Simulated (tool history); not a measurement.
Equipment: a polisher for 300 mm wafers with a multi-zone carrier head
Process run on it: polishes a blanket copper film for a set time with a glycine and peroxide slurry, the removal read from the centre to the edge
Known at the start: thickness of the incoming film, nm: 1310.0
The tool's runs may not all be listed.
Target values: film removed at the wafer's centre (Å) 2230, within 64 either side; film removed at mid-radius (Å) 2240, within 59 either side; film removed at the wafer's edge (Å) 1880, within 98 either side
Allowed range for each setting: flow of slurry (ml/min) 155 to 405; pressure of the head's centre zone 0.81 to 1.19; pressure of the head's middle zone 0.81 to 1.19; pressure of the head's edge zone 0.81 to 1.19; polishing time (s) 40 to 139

run,hour,flow of slurry (ml/min),pressure of the head's centre zone,pressure of the head's middle zone,pressure of the head's edge zone,polishing time (s),film removed at the wafer's centre (Å),film removed at mid-radius (Å),film removed at the wafer's edge (Å)
1,0,260,1,1,1,89,3531.3,3505.7,3594.9
2,6.9,270,1.02,1.03,0.94,73,2935.8,2943.4,2800
3,11,270,1.02,0.99,0.94,73,2932.7,2866.7,2778.4
4,17.8,295,1.02,1,0.9,65,2670.6,2561.5,2506.7
5,25.5,265,1.03,1.02,0.87,61,2475.4,2450.7,2258.4
6,26.8,240,1.04,1.03,0.85,59,2404.4,2353.5,2156.4
7,35.3,225,1.08,1.13,0.81,48,1980,2046.2,1707.4
8,36.1,255,1.09,1.14,0.83,49,2083.5,2150.8,1788.6

Below are 5 possible settings for the next run. Only one of them brings all results inside the allowed miss of their targets. Which is it?
A,36.9,370,1.05,1.19,0.83,48,?,?,?
B,36.9,275,1.11,1.13,0.84,51,?,?,?
C,36.9,250,0.95,1.11,0.91,53,?,?,?
D,36.9,195,1.1,1.06,0.86,53,?,?,?
E,36.9,245,1.03,1.08,0.87,52,?,?,?

move,film removed at the wafer's centre (Å),film removed at mid-radius (Å),film removed at the wafer's edge (Å)
A,2060.9,2266.8,1809.6
B,2238,2241.8,1895.1
C,1990.4,2272.4,2026.8
D,2201.8,2116.2,1930.9
E,2098.6,2172.1,1945.6
A: further off than the last run
B: each result inside its tolerance
C: further off than the last run
D: the worst result of the last run now meets its target, but another is out of spec
E: gains on the last run, yet a result remains outside its allowed miss
B is the move that brings every result within its allowed miss.

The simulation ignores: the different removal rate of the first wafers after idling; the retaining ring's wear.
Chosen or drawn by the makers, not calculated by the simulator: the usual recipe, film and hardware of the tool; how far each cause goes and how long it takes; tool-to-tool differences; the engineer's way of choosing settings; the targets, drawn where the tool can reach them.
